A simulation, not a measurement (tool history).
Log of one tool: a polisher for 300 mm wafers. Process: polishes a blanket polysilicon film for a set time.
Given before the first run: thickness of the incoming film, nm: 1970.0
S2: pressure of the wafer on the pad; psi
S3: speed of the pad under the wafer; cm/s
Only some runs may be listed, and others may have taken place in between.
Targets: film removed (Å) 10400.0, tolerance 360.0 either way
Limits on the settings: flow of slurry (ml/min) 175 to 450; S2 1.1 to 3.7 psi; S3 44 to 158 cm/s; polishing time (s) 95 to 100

{"run": 1, "hour": 0.0, "flow of slurry (ml/min)": 290, "S2": 2.4, "S3": 100, "polishing time (s)": 95, "film removed (Å)": 6146.2}
{"run": 2, "hour": 8.3, "flow of slurry (ml/min)": 325, "S2": 2.4, "S3": 100, "polishing time (s)": 95, "film removed (Å)": 6286.6}
{"run": 3, "hour": 17.3, "flow of slurry (ml/min)": 325, "S2": 2.4, "S3": 112, "polishing time (s)": 95, "film removed (Å)": 6948.1}
{"run": 4, "hour": 20.0, "flow of slurry (ml/min)": 325, "S2": 2.6, "S3": 112, "polishing time (s)": 95, "film removed (Å)": 7526.6}
{"run": 5, "hour": 21.1, "flow of slurry (ml/min)": 325, "S2": 2.8, "S3": 112, "polishing time (s)": 95, "film removed (Å)": 7991.5}
{"run": 6, "hour": 23.6, "flow of slurry (ml/min)": 325, "S2": 2.8, "S3": 112, "polishing time (s)": 100, "film removed (Å)": 8486.6}
{"run": 7, "hour": 31.4, "flow of slurry (ml/min)": 325, "S2": 3.0, "S3": 112, "polishing time (s)": 100, "film removed (Å)": 9070.3}
{"run": 8, "hour": 33.4, "flow of slurry (ml/min)": 325, "S2": 3.1, "S3": 112, "polishing time (s)": 100, "film removed (Å)": 9306.3}
{"run": 9, "hour": 34.2, "flow of slurry (ml/min)": 325, "S2": 3.2, "S3": 112, "polishing time (s)": 100, "film removed (Å)": 9546.2}

Which one of the following 4 next-run settings gets every result inside its allowed miss? There is exactly one.
{"run": "A", "hour": 35.0, "flow of slurry (ml/min)": 395, "S2": 3.4, "S3": 96, "polishing time (s)": 100, "film removed (Å)": "?"}
{"run": "B", "hour": 35.0, "flow of slurry (ml/min)": 330, "S2": 3.6, "S3": 100, "polishing time (s)": 98, "film removed (Å)": "?"}
{"run": "C", "hour": 35.0, "flow of slurry (ml/min)": 330, "S2": 2.9, "S3": 114, "polishing time (s)": 98, "film removed (Å)": "?"}
{"run": "D", "hour": 35.0, "flow of slurry (ml/min)": 330, "S2": 3.4, "S3": 114, "polishing time (s)": 100, "film removed (Å)": "?"}

move=A film_removed_(Å)=9303.2
move=B film_removed_(Å)=9804.4
move=C film_removed_(Å)=8738.5
move=D film_removed_(Å)=10416.0
A: lands further from the targets than the last run did
B: an improvement on the last run, though not all results are within tolerance
C: lands further from the targets than the last run did
D: all results land within tolerance of their targets
So the answer is move D, the one that meets all the targets.
